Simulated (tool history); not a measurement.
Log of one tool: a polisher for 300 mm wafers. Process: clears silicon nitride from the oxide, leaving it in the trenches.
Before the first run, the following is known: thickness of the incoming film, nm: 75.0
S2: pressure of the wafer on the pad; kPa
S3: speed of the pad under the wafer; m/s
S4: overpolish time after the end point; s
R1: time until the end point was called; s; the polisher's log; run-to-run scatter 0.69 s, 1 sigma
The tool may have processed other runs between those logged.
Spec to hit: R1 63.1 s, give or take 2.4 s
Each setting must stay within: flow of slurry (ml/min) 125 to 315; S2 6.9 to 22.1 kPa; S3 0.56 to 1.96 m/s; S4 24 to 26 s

{"run": 1, "hour": 0.0, "flow of slurry (ml/min)": 205, "S2": 14.5, "S3": 1.26, "S4": 24, "R1": 73.258}
{"run": 2, "hour": 4.1, "flow of slurry (ml/min)": 205, "S2": 15.2, "S3": 1.26, "S4": 24, "R1": 71.554}
{"run": 3, "hour": 12.7, "flow of slurry (ml/min)": 175, "S2": 15.2, "S3": 1.26, "S4": 24, "R1": 71.013}
{"run": 4, "hour": 14.2, "flow of slurry (ml/min)": 175, "S2": 15.2, "S3": 1.02, "S4": 24, "R1": 88.187}
{"run": 5, "hour": 19.0, "flow of slurry (ml/min)": 175, "S2": 16.5, "S3": 1.02, "S4": 24, "R1": 80.977}
{"run": 6, "hour": 20.7, "flow of slurry (ml/min)": 175, "S2": 16.5, "S3": 0.8, "S4": 24, "R1": 101.74}
{"run": 7, "hour": 25.7, "flow of slurry (ml/min)": 175, "S2": 17.9, "S3": 0.84, "S4": 24, "R1": 88.948}
{"run": 8, "hour": 32.4, "flow of slurry (ml/min)": 175, "S2": 19.3, "S3": 0.86, "S4": 24, "R1": 80.68}
{"run": 9, "hour": 40.9, "flow of slurry (ml/min)": 175, "S2": 20, "S3": 0.88, "S4": 24, "R1": 78.97}
{"run": 10, "hour": 45.8, "flow of slurry (ml/min)": 175, "S2": 20.7, "S3": 0.92, "S4": 24, "R1": 71.604}
{"run": 11, "hour": 48.4, "flow of slurry (ml/min)": 180, "S2": 22.1, "S3": 0.94, "S4": 24, "R1": 66.643}

Next run, 5 choices. One meets every target within its allowed miss, the rest don't. Which?
{"run": "A", "hour": 51.0, "flow of slurry (ml/min)": 135, "S2": 22.1, "S3": 1.02, "S4": 24, "R1": "?"}
{"run": "B", "hour": 51.0, "flow of slurry (ml/min)": 155, "S2": 22.1, "S3": 0.92, "S4": 25, "R1": "?"}
{"run": "C", "hour": 51.0, "flow of slurry (ml/min)": 210, "S2": 22.1, "S3": 1.04, "S4": 26, "R1": "?"}
{"run": "D", "hour": 51.0, "flow of slurry (ml/min)": 165, "S2": 22.1, "S3": 0.92, "S4": 24, "R1": "?"}
{"run": "E", "hour": 51.0, "flow of slurry (ml/min)": 180, "S2": 20.7, "S3": 0.92, "S4": 24, "R1": "?"}

move=A R1=64.186
move=B R1=69.028
move=C R1=58.558
move=D R1=68.286
move=E R1=71.735
A: hits every target within its allowed miss
B: misses by more than the last run did
C: moves the result that the last run missed by most past its target, out the other side
D: misses by more than the last run did
E: misses by more than the last run did
Go with A: it meets all targets.
